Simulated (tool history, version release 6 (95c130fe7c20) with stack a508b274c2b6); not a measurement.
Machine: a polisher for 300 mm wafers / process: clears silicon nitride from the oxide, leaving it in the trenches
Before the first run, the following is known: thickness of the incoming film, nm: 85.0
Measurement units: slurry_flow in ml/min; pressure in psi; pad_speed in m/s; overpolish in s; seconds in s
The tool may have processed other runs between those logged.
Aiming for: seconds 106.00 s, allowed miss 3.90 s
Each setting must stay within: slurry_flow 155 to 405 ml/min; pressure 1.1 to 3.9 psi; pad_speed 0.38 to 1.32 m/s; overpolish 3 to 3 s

Run 1, day 0.000: slurry_flow 260 ml/min, pressure 2.5 psi, pad_speed 0.84 m/s, overpolish 3 s. Result: seconds 127.56 s.
Run 2, day 0.212: slurry_flow 260 ml/min, pressure 2.7 psi, pad_speed 0.84 m/s, overpolish 3 s. Result: seconds 117.27 s.
Run 3, day 0.567: slurry_flow 260 ml/min, pressure 2.7 psi, pad_speed 0.84 m/s, overpolish 3 s. Result: seconds 120.67 s.
Run 4, day 0.912: slurry_flow 225 ml/min, pressure 2.7 psi, pad_speed 0.84 m/s, overpolish 3 s. Result: seconds 121.38 s.
Run 5, day 1.279: slurry_flow 235 ml/min, pressure 2.8 psi, pad_speed 0.84 m/s, overpolish 3 s. Result: seconds 116.58 s.
Run 6, day 1.412: slurry_flow 235 ml/min, pressure 2.8 psi, pad_speed 0.66 m/s, overpolish 3 s. Result: seconds 143.77 s.
Run 7, day 1.650: slurry_flow 240 ml/min, pressure 3.1 psi, pad_speed 0.66 m/s, overpolish 3 s. Result: seconds 129.23 s.
Run 8, day 1.850: slurry_flow 245 ml/min, pressure 3.3 psi, pad_speed 0.66 m/s, overpolish 3 s. Result: seconds 121.63 s.
Run 9, day 2.138: slurry_flow 245 ml/min, pressure 3.4 psi, pad_speed 0.66 m/s, overpolish 3 s. Result: seconds 121.12 s.
Run 10, day 2.354: slurry_flow 245 ml/min, pressure 3.6 psi, pad_speed 0.66 m/s, overpolish 3 s. Result: seconds 116.79 s.
Run 11, day 2.708: slurry_flow 245 ml/min, pressure 3.7 psi, pad_speed 0.66 m/s, overpolish 3 s. Result: seconds 110.11 s.

4 candidate next runs follow, results not yet known. Just one meets every target within its allowed miss. Identify it.
Run A, day 3.062: slurry_flow 265 ml/min, pressure 3.9 psi, pad_speed 0.60 m/s, overpolish 3 s. Result: seconds ?.
Run B, day 3.062: slurry_flow 230 ml/min, pressure 3.4 psi, pad_speed 0.70 m/s, overpolish 3 s. Result: seconds ?.
Run C, day 3.062: slurry_flow 245 ml/min, pressure 3.6 psi, pad_speed 0.64 m/s, overpolish 3 s. Result: seconds ?.
Run D, day 3.062: slurry_flow 285 ml/min, pressure 3.4 psi, pad_speed 0.76 m/s, overpolish 3 s. Result: seconds ?.

move  seconds
   A   115.08
   B   115.55
   C   117.88
   D   105.84
A: further off than the last run
B: further off than the last run
C: further off than the last run
D: every result lands within tolerance
The right move is D.
